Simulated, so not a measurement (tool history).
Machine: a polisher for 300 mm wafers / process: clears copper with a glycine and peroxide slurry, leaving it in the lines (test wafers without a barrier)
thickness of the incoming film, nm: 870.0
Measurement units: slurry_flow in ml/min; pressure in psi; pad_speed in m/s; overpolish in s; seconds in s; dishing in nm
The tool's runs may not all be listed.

run,hour,slurry_flow,pressure,pad_speed,overpolish,seconds,dishing
1,0,230,3.1,0.92,11,137.32,47.655
2,8.2,230,3.9,0.92,11,112.54,54.385
3,13,230,3.8,0.92,12,116.51,57.293
4,18.1,230,3.8,0.92,7,116.43,37.917
5,26.5,230,3.7,0.92,8,118.01,40.629
6,33.7,230,3.6,0.92,9,121.19,44.1
7,40.9,215,2.9,0.92,15,146.59,54.958
8,47.3,225,2.9,0.92,15,144.14,55.566

What will run 9 give?
9,52.1,230,2.9,0.92,15,?,?

seconds: 143.34 s
dishing: 55.629 nm
